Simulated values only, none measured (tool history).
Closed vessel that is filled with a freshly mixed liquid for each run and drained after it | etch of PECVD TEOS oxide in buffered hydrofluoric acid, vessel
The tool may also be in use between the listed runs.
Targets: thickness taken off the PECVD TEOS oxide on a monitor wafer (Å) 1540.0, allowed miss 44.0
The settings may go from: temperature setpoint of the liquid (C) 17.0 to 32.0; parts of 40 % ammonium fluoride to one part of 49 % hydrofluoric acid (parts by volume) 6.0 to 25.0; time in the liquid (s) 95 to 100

run	hour	temperature setpoint of the liquid (C)	parts of 40 % ammonium fluoride to one part of 49 % hydrofluoric acid (parts by volume)	time in the liquid (s)	thickness taken off the PECVD TEOS oxide on a monitor wafer (Å)
1	0.0	25.0	15.5	95	1719.7
2	1.0	24.5	15.5	95	1690.5
3	9.5	24.0	15.5	95	1641.1
4	14.3	24.0	18.5	95	1382.0
5	20.8	20.5	18.5	95	1134.9
6	24.2	20.5	15.0	95	1389.0
7	33.3	21.0	15.0	95	1431.9
8	41.7	21.5	15.0	95	1488.1

4 next moves are on the table. One of them brings every result within its allowed miss. Which?
A	50.1	20.5	13.5	95	?
B	50.1	22.0	16.5	100	?
C	50.1	21.0	15.5	100	?
D	50.1	18.0	13.5	100	?

move	thickness taken off the PECVD TEOS oxide on a monitor wafer (Å)
A	1561.7
B	1466.9
C	1475.8
D	1427.9
A: meets every target
B: further off than the last run
C: further off than the last run
D: further off than the last run
Answer: A
